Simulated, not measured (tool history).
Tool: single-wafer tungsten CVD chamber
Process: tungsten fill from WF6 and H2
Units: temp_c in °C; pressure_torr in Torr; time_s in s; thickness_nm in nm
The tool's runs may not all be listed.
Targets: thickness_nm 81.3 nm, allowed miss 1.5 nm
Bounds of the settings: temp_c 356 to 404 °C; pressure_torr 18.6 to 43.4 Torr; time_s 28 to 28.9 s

run,hour,temp_c,pressure_torr,time_s,thickness_nm
1,0,380,31,28,67.308
2,1,380,31,28.9,69.754
3,3.1,380,26.2,28.9,64.119
4,4.9,380,30.8,28.9,69.421
5,10.4,380,30.8,28.9,69.918
6,18.8,381,30.8,28.9,71.109
7,24.7,382,30.8,28.9,72.732
8,33.6,383,30.8,28.9,74.176
# hour 41.1: thermocouple changed; heater temperature recalibrated
9,41.1,384,30.8,28.9,66.738
10,42.7,384,30.8,28.9,66.433
11,48.6,396,31.1,28.9,86.614
12,54.3,395,31.1,28.9,84.83

5 next moves are on the table. One of them brings every result within its allowed miss. Which?
A,60,399,30.6,28,?
B,60,395,34.7,28.3,?
C,60,396,34.8,28,?
D,60,400,28.3,28.9,?
E,60,397,26.8,28.2,?

move,thickness_nm
A,88.147
B,86.82
C,87.86
D,89.553
E,80.134
A: further off than the last run
B: further off than the last run
C: further off than the last run
D: further off than the last run
E: meets every target
Move E is the one to make.
